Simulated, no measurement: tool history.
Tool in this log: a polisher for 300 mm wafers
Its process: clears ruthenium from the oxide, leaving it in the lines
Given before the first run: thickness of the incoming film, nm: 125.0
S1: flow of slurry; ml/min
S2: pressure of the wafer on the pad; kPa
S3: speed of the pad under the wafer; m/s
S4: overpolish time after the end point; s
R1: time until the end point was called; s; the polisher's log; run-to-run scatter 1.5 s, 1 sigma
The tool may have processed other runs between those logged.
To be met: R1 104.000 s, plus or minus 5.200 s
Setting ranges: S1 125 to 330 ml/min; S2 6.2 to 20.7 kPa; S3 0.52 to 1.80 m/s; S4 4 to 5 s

run	day	S1	S2	S3	S4	R1
1	0.000	210	13.1	1.16	5	127.940
2	0.050	185	13.1	1.16	5	131.290
3	0.412	190	13.8	1.16	5	122.580
4	0.592	190	13.8	1.00	5	140.780
5	0.967	165	13.8	1.00	5	140.790
6	1.100	165	15.2	1.00	5	133.430
7	1.383	165	16.5	1.02	5	117.060
8	1.550	165	17.2	1.02	5	112.090
9	1.767	165	17.9	1.02	5	108.850

Which single option among these 4 for the next run brings every result within its allowed miss of target? Just one does.
A	1.983	160	13.1	1.30	5	?
B	1.983	140	13.8	1.62	5	?
C	1.983	185	18.6	0.90	4	?
D	1.983	210	20.7	0.88	4	?

move	R1
A	116.890
B	91.893
C	114.980
D	104.320
A: further off than the last run
B: takes the result that was furthest off past its target
C: further off than the last run
D: every result lands within tolerance
Correct choice: D, which meets every target

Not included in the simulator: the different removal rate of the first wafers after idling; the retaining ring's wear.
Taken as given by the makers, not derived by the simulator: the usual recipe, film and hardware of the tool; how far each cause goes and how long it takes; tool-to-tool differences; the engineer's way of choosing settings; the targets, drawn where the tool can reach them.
